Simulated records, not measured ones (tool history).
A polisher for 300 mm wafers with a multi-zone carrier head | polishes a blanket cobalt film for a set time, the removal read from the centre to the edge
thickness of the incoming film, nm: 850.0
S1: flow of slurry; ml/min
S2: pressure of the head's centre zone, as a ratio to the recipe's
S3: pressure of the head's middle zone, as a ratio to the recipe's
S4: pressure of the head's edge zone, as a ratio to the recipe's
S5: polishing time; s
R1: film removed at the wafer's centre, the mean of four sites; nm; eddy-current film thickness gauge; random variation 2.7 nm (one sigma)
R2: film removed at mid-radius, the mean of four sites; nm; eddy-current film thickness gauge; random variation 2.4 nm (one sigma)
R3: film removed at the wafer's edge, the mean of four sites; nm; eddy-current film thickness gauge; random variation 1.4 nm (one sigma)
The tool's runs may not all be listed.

run	hour	S1	S2	S3	S4	S5	R1	R2	R3
1	0.0	200	1.00	1.00	1.00	56	277.29	286.31	286.39
2	7.1	225	1.00	1.00	1.00	56	287.75	288.76	287.73
3	14.2	225	0.99	0.97	0.96	52	269.33	263.76	264.13
4	19.3	225	0.99	0.89	0.96	52	260.23	241.74	263.46
5	25.1	225	0.99	0.89	0.89	52	262.89	244.08	253.73
6	31.5	225	0.99	0.89	0.97	52	263.57	240.33	264.00
7	37.9	225	0.99	0.89	0.97	52	257.61	246.28	268.96
8	43.2	210	0.98	0.88	0.92	50	250.53	225.74	249.95
9	44.6	210	0.97	0.89	0.89	48	238.57	226.60	231.72
10	51.4	195	0.97	0.88	0.87	48	236.99	221.42	230.28

Run 11 comes next. What will it give?
11	54.4	190	0.96	0.87	0.85	47	?	?	?

Run 11 gave R1 226.88 nm, R2 214.41 nm, R3 223.85 nm.
